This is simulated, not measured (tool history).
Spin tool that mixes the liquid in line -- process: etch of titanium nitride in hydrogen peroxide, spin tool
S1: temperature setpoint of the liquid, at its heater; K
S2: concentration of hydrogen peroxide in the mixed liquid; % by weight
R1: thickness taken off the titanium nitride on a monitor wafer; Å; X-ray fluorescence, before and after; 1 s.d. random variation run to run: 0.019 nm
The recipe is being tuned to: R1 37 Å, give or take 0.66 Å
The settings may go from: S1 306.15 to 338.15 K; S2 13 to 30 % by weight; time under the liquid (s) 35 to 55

Run 1, hour 0: S1 322.15 K, S2 25 % by weight, time under the liquid (s) 55. Result: R1 17.069 Å.
Run 2, hour 6.7: S1 323.65 K, S2 25 % by weight, time under the liquid (s) 55. Result: R1 18.854 Å.
Run 3, hour 10.6: S1 323.65 K, S2 21.5 % by weight, time under the liquid (s) 55. Result: R1 18.373 Å.
Run 4, hour 14.4: S1 323.65 K, S2 21.5 % by weight, time under the liquid (s) 55. Result: R1 18.423 Å.
Run 5, hour 15.4: S1 325.15 K, S2 21.5 % by weight, time under the liquid (s) 55. Result: R1 20.555 Å.
Run 6, hour 16: S1 326.65 K, S2 21.5 % by weight, time under the liquid (s) 55. Result: R1 22.86 Å.
Run 7, hour 23.4: S1 326.65 K, S2 21.5 % by weight, time under the liquid (s) 55. Result: R1 22.768 Å.
Run 8, hour 28.4: S1 327.65 K, S2 21.5 % by weight, time under the liquid (s) 55. Result: R1 24.261 Å.
Run 9, hour 35.5: S1 328.65 K, S2 21.5 % by weight, time under the liquid (s) 55. Result: R1 26.145 Å.
Run 10, hour 42: S1 329.65 K, S2 21.5 % by weight, time under the liquid (s) 55. Result: R1 27.897 Å.

Consider the 5 candidate settings below. Which is the only one whose results all fall within their allowed miss of target?
Run A, hour 48.5: S1 334.15 K, S2 18 % by weight, time under the liquid (s) 55. Result: R1 ?.
Run B, hour 48.5: S1 336.65 K, S2 13 % by weight, time under the liquid (s) 55. Result: R1 ?.
Run C, hour 48.5: S1 335.15 K, S2 21 % by weight, time under the liquid (s) 55. Result: R1 ?.
Run D, hour 48.5: S1 334.15 K, S2 22.5 % by weight, time under the liquid (s) 55. Result: R1 ?.
Run E, hour 48.5: S1 333.15 K, S2 20.5 % by weight, time under the liquid (s) 55. Result: R1 ?.

move      R1
   A  36.778
   B  40.607
   C  40.659
   D  38.581
   E  35.337
A: meets every target
B: pushes the last run's worst result past its target
C: pushes the last run's worst result past its target
D: pushes the last run's worst result past its target
E: moves toward the targets from the last run without getting all of them in spec
The right move is A.
